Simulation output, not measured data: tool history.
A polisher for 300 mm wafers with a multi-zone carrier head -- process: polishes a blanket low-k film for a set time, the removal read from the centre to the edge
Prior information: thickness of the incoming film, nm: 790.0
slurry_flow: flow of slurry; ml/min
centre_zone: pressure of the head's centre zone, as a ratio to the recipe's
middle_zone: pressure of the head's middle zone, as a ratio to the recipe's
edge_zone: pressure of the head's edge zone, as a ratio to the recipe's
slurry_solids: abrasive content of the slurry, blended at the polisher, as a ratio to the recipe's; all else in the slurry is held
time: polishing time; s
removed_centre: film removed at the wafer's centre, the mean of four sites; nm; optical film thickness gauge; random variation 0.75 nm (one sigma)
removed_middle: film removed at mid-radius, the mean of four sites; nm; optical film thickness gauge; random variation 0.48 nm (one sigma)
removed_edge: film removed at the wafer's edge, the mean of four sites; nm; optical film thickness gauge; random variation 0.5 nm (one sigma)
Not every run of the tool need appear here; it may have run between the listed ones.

| run | hour | slurry_flow | centre_zone | middle_zone | edge_zone | slurry_solids | time | removed_centre | removed_middle | removed_edge |
|---|---|---|---|---|---|---|---|---|---|---|
| 1 | 0.0 | 305 | 1.00 | 1.00 | 1.00 | 1.00 | 89 | 56.614 | 54.402 | 56.343 |
| 2 | 4.2 | 310 | 0.98 | 1.00 | 1.05 | 1.10 | 89 | 55.559 | 56.261 | 59.217 |
| 3 | 12.8 | 310 | 0.98 | 1.00 | 1.05 | 1.25 | 89 | 58.991 | 57.726 | 61.390 |
| 4 | 18.3 | 310 | 0.98 | 1.03 | 1.05 | 1.25 | 89 | 58.455 | 59.434 | 61.423 |
| 5 | 22.8 | 315 | 0.97 | 1.02 | 1.09 | 1.30 | 91 | 61.556 | 61.653 | 64.809 |
| 6 | 28.9 | 320 | 0.94 | 1.01 | 1.12 | 1.35 | 92 | 60.405 | 62.895 | 67.248 |

What does the tool deliver on the next run?
| 7 | 30.9 | 325 | 0.93 | 1.00 | 1.14 | 1.40 | 93 | ? | ? | ? |

{"run 7": {"removed_centre": 61.734, "removed_middle": 63.748, "removed_edge": 68.352}}

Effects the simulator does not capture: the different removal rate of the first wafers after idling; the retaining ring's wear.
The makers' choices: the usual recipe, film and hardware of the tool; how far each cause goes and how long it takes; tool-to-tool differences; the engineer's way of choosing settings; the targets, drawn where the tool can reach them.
